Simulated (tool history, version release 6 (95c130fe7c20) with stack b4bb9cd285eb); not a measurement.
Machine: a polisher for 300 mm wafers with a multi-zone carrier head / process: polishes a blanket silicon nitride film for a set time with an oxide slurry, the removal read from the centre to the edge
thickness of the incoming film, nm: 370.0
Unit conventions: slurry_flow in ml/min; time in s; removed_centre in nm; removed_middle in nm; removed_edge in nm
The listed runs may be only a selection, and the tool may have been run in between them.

run,hour,slurry_flow,centre_zone,middle_zone,edge_zone,slurry_solids,time,removed_centre,removed_middle,removed_edge
1,0,155,1,1,1,1,31,24.299,24.013,24.687
2,3.9,155,1,0.93,1,1,31,24.327,22.505,23.702
3,12.1,130,1,0.93,1,1,31,23.303,21.79,23.077
4,16.9,130,1,0.93,1,0.9,31,22.015,20.584,22.692
5,19.2,150,1.05,0.98,1.06,1,32,26.139,24.007,25.301
6,24.8,165,1.07,0.99,1.1,1.1,33,29.391,26.965,27.856
7,31.1,175,1.09,0.99,1.13,1.2,34,32.257,28.801,30.965
8,31.7,190,1.11,1.01,1.14,1.25,34,33.821,30.131,31.217
9,38,190,1.13,1.02,1.15,1.3,34,35.13,31.262,32.627

Run 10 comes next. What will it give?
10,46.5,200,1.14,1.03,1.16,1.3,34,?,?,?

For run 10 the tool returned removed_centre 35.972 nm, removed_middle 31.827 nm, removed_edge 32.949 nm.

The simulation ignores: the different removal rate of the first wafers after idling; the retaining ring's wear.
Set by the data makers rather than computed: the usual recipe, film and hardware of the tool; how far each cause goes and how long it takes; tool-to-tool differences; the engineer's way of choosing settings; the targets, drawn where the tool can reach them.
